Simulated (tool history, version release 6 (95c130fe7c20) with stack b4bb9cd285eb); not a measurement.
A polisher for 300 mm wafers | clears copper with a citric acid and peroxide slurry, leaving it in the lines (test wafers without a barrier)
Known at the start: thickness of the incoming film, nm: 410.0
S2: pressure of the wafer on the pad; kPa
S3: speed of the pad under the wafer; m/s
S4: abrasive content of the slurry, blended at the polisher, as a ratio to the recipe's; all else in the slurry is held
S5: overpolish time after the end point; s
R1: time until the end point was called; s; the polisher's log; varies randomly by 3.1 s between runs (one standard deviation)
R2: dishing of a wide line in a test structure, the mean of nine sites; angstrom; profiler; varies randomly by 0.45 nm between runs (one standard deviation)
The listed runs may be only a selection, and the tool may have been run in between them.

{"run": 1, "day": 0.0, "flow of slurry (ml/min)": 255, "S2": 28.3, "S3": 1.14, "S4": 1.0, "S5": 17, "R1": 105.0, "R2": 359.91}
{"run": 2, "day": 0.3, "flow of slurry (ml/min)": 255, "S2": 24.1, "S3": 1.04, "S4": 1.0, "S5": 17, "R1": 127.69, "R2": 321.98}
{"run": 3, "day": 0.429, "flow of slurry (ml/min)": 255, "S2": 24.1, "S3": 0.84, "S4": 1.0, "S5": 17, "R1": 152.22, "R2": 279.06}
{"run": 4, "day": 0.708, "flow of slurry (ml/min)": 255, "S2": 24.1, "S3": 0.84, "S4": 1.0, "S5": 14, "R1": 151.51, "R2": 245.37}
{"run": 5, "day": 1.008, "flow of slurry (ml/min)": 255, "S2": 21.4, "S3": 0.8, "S4": 1.0, "S5": 15, "R1": 172.17, "R2": 232.53}
{"run": 6, "day": 1.146, "flow of slurry (ml/min)": 255, "S2": 19.3, "S3": 0.78, "S4": 1.0, "S5": 16, "R1": 182.14, "R2": 219.07}
{"run": 7, "day": 1.246, "flow of slurry (ml/min)": 255, "S2": 17.9, "S3": 0.74, "S4": 1.0, "S5": 17, "R1": 204.64, "R2": 218.76}
{"run": 8, "day": 1.533, "flow of slurry (ml/min)": 255, "S2": 16.5, "S3": 0.74, "S4": 1.0, "S5": 17, "R1": 215.17, "R2": 209.03}

The next listed run, before its measurement:
{"run": 9, "day": 1.829, "flow of slurry (ml/min)": 255, "S2": 15.9, "S3": 0.74, "S4": 1.0, "S5": 17, "R1": "?", "R2": "?"}

Run 9 produced R1 222.76 s, R2 207.49 angstrom.
